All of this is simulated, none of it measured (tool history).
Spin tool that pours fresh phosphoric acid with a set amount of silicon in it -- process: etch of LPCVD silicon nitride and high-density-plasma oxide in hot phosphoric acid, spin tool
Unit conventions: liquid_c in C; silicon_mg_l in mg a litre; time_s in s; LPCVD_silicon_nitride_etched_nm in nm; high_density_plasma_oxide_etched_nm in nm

run  hour  liquid_c  silicon_mg_l  time_s  LPCVD_silicon_nitride_etched_nm  high_density_plasma_oxide_etched_nm
  1     0       163           9.5     180                           14.914                              0.66214
  2   8.8     164.5           9.5     180                           15.781                               0.6995
  3  10.8     163.5          10.5     170                           14.376                              0.63051
  4  16.4     162.5          11.5     160                           13.102                               0.5224
  5    22     162.5          11.5      85                           6.9315                              0.29598
  6  22.8     163.5          13.5      90                           7.5942                              0.32671
  7  24.4     163.5          13.5      90                           7.5603                              0.30777
  8  31.4       166          19.5     120                           10.953                              0.43695
  9    37     163.5          17.5     120                           10.178                              0.37657

Run 10 has not been measured yet. What should we expect?
 10    46     163.5          17.5     120                                ?                                    ?

LPCVD_silicon_nitride_etched_nm: 10.166 nm
high_density_plasma_oxide_etched_nm: 0.39646 nm

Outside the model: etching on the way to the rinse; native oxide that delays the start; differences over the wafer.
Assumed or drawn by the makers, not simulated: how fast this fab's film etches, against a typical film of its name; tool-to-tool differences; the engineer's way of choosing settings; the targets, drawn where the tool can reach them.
